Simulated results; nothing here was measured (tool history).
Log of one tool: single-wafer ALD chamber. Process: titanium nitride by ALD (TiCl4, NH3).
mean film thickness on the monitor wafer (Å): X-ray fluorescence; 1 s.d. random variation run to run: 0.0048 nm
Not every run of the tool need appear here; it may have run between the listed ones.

run,hour,heater temperature setpoint (K),number of ALD cycles (cycles),NH3 pulse time (s),mean film thickness on the monitor wafer (Å)
1,0,648.15,50,1.44,10.939
2,5.6,648.15,50,1.76,11.065
3,12.7,639.15,50,1.76,10.864
4,16.8,636.15,50,1.58,10.708
5,18,634.15,50,1.44,10.556
6,21.9,632.15,50,1.36,10.497
7,27.3,631.15,50,1.27,10.322

What will run 8 give?
8,30.3,630.15,50,1.24,?

Run 8 produced mean film thickness on the monitor wafer (Å) 10.309.
